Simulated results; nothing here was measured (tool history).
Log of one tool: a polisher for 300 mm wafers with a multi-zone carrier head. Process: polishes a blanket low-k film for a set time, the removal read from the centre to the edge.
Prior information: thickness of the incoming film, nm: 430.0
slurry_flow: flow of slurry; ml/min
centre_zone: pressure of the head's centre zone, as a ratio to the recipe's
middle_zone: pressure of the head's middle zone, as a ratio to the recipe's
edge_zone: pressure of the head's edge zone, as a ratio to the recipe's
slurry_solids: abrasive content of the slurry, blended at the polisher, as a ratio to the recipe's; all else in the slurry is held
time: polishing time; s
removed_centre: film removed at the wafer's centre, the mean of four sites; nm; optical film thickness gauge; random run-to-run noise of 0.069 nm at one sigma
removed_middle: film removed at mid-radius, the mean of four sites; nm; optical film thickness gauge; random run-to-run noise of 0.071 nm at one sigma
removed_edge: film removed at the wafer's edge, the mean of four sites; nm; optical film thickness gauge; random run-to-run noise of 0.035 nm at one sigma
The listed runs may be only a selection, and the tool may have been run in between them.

Run 1, day 0: slurry_flow 310 ml/min, centre_zone 1, middle_zone 1, edge_zone 1, slurry_solids 1, time 37 s. Result: removed_centre 8.7604 nm, removed_middle 8.1938 nm, removed_edge 8.5482 nm.
Run 2, day 0.258: slurry_flow 350 ml/min, centre_zone 1, middle_zone 1, edge_zone 1, slurry_solids 1, time 37 s. Result: removed_centre 9.0358 nm, removed_middle 8.4445 nm, removed_edge 8.6732 nm.
Run 3, day 0.588: slurry_flow 340 ml/min, centre_zone 0.95, middle_zone 1.02, edge_zone 0.97, slurry_solids 0.85, time 35 s. Result: removed_centre 7.099 nm, removed_middle 7.418 nm, removed_edge 7.3224 nm.
Run 4, day 0.888: slurry_flow 340 ml/min, centre_zone 0.95, middle_zone 1.07, edge_zone 0.97, slurry_solids 0.85, time 35 s. Result: removed_centre 7.322 nm, removed_middle 7.6554 nm, removed_edge 7.4129 nm.
Run 5, day 1.258: slurry_flow 345 ml/min, centre_zone 0.93, middle_zone 1.07, edge_zone 0.94, slurry_solids 0.75, time 34 s. Result: removed_centre 6.3759 nm, removed_middle 6.8038 nm, removed_edge 6.6414 nm.
Run 6, day 1.429: slurry_flow 345 ml/min, centre_zone 0.93, middle_zone 1.07, edge_zone 0.94, slurry_solids 0.85, time 34 s. Result: removed_centre 6.9457 nm, removed_middle 7.3479 nm, removed_edge 7.0985 nm.
Run 7, day 1.8: slurry_flow 350 ml/min, centre_zone 0.91, middle_zone 1.09, edge_zone 0.92, slurry_solids 0.75, time 34 s. Result: removed_centre 6.2366 nm, removed_middle 6.8587 nm, removed_edge 6.4511 nm.
Run 8, day 2.083: slurry_flow 345 ml/min, centre_zone 0.88, middle_zone 1.09, edge_zone 0.9, slurry_solids 0.7, time 34 s. Result: removed_centre 5.7805 nm, removed_middle 6.8128 nm, removed_edge 6.1371 nm.
Run 9, day 2.175: slurry_flow 345 ml/min, centre_zone 0.87, middle_zone 1.06, edge_zone 0.88, slurry_solids 0.7, time 34 s. Result: removed_centre 5.5802 nm, removed_middle 6.4343 nm, removed_edge 6.1281 nm.
Run 10, day 2.35: slurry_flow 340 ml/min, centre_zone 0.86, middle_zone 1.07, edge_zone 0.86, slurry_solids 0.65, time 34 s. Result: removed_centre 5.2937 nm, removed_middle 6.3524 nm, removed_edge 5.7694 nm.
Run 11, day 2.675: slurry_flow 335 ml/min, centre_zone 0.86, middle_zone 1.06, edge_zone 0.85, slurry_solids 0.65, time 34 s. Result: removed_centre 5.3092 nm, removed_middle 6.2215 nm, removed_edge 5.7005 nm.
Run 12, day 3.021: slurry_flow 325 ml/min, centre_zone 0.85, middle_zone 1.06, edge_zone 0.84, slurry_solids 0.65, time 34 s. Result: removed_centre 5.1875 nm, removed_middle 6.1717 nm, removed_edge 5.6728 nm.

Estimate the outcome of run 13 from the log above:
Run 13, day 3.121: slurry_flow 320 ml/min, centre_zone 0.84, middle_zone 1.06, edge_zone 0.83, slurry_solids 0.65, time 34 s. Result: removed_centre ?, removed_middle ?, removed_edge ?.

Run 13 measured removed_centre 5.1554 nm, removed_middle 6.1523 nm, removed_edge 5.6817 nm.
